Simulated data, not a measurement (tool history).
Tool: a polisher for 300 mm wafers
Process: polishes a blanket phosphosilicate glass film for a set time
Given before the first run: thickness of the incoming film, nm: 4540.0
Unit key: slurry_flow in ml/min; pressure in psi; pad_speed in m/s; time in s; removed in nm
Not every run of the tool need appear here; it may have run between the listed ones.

run    day  slurry_flow  pressure  pad_speed  slurry_solids  time  removed
  1      0          265       4.1       0.98              1    90   1165.2
  2  0.375          260       3.9       0.98              1    90   1134.6
  3  0.504          290       3.9       0.98              1    90   1131.1
  4  0.808          340       3.9       0.98              1    90   1136.1
  5  1.112          405       3.9       0.98              1    90   1172.6
  6  1.362          405       3.9       0.98            0.8    90   1041.6
  7  1.708          400       3.8       0.98            0.8    90   1027.6
  8  2.071          395       3.7       0.98            0.8    90   996.54

Run 9 is up next; what results do you expect?
  9  2.217          390       3.6       0.98            0.8    90        ?

Logged for run 9: removed 984.97 nm.
